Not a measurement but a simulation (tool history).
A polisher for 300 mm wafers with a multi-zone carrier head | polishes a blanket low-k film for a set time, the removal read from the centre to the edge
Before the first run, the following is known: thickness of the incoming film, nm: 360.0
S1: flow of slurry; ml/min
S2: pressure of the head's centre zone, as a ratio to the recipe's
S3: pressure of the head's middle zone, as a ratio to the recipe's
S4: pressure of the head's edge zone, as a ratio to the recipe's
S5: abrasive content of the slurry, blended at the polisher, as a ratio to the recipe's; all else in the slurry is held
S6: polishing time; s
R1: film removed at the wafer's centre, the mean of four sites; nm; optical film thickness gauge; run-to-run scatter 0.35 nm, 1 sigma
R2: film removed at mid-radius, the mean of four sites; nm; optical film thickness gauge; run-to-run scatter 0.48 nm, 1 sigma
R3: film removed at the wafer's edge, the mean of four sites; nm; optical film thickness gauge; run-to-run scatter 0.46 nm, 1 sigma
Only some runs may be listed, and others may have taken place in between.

Run 1, hour 0.0: S1 230 ml/min, S2 1.00, S3 1.00, S4 1.00, S5 1.00, S6 86 s. Result: R1 26.026 nm, R2 27.349 nm, R3 25.692 nm.
Run 2, hour 1.4: S1 240 ml/min, S2 1.03, S3 1.01, S4 1.02, S5 1.10, S6 89 s. Result: R1 29.096 nm, R2 29.863 nm, R3 28.847 nm.
Run 3, hour 2.2: S1 240 ml/min, S2 1.03, S3 1.01, S4 1.06, S5 1.10, S6 89 s. Result: R1 29.378 nm, R2 30.356 nm, R3 28.838 nm.
Run 4, hour 7.8: S1 250 ml/min, S2 1.06, S3 1.02, S4 1.07, S5 1.15, S6 91 s. Result: R1 31.769 nm, R2 31.751 nm, R3 30.311 nm.
Run 5, hour 14.4: S1 250 ml/min, S2 1.06, S3 1.02, S4 1.07, S5 1.35, S6 91 s. Result: R1 34.048 nm, R2 34.369 nm, R3 32.806 nm.
Run 6, hour 20.5: S1 250 ml/min, S2 1.06, S3 1.08, S4 1.07, S5 1.35, S6 91 s. Result: R1 34.393 nm, R2 36.114 nm, R3 32.871 nm.
Run 7, hour 21.2: S1 255 ml/min, S2 1.08, S3 1.07, S4 1.09, S5 1.35, S6 93 s. Result: R1 35.437 nm, R2 36.329 nm, R3 34.653 nm.

Run 8, settings as shown, results not yet in. Your forecast:
Run 8, hour 23.8: S1 265 ml/min, S2 1.10, S3 1.07, S4 1.08, S5 1.35, S6 95 s. Result: R1 ?, R2 ?, R3 ?.

{"run 8": {"R1": 37.018, "R2": 37.441, "R3": 34.936}}
